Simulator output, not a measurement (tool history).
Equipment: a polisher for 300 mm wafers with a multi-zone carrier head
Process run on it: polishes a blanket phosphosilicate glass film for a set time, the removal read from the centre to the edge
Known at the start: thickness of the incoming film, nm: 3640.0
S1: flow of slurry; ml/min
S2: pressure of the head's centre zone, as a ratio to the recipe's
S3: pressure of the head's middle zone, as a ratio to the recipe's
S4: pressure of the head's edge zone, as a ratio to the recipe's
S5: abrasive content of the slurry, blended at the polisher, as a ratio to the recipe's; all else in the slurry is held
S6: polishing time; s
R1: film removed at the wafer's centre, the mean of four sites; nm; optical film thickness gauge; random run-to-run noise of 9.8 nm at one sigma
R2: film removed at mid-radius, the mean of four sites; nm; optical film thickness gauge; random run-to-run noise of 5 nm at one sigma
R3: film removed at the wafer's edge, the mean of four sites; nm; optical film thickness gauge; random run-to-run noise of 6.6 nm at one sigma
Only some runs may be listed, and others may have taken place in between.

| run | day | S1 | S2 | S3 | S4 | S5 | S6 | R1 | R2 | R3 |
|---|---|---|---|---|---|---|---|---|---|---|
| 1 | 0.000 | 240 | 1.00 | 1.00 | 1.00 | 1.00 | 84 | 733.50 | 726.57 | 774.74 |
| 2 | 0.100 | 240 | 1.03 | 0.98 | 0.97 | 0.95 | 84 | 732.24 | 708.53 | 729.14 |
| 3 | 0.475 | 240 | 1.03 | 0.98 | 0.97 | 0.95 | 94 | 814.06 | 775.37 | 817.23 |
| 4 | 0.567 | 235 | 1.06 | 0.95 | 0.96 | 0.85 | 94 | 761.52 | 692.90 | 736.82 |
| 5 | 0.900 | 275 | 1.06 | 0.95 | 0.96 | 0.85 | 94 | 807.62 | 722.85 | 756.41 |
| 6 | 1.242 | 275 | 1.06 | 0.92 | 0.96 | 0.85 | 94 | 809.57 | 703.97 | 751.67 |

What does the tool deliver on the next run?
|  | 1.446 | slurry nozzle cleaned |
| 7 | 1.446 | 260 | 1.08 | 0.90 | 0.94 | 0.85 | 94 | ? | ? | ? |

{"run 7": {"R1": 865.31, "R2": 717.11, "R3": 783.05}}
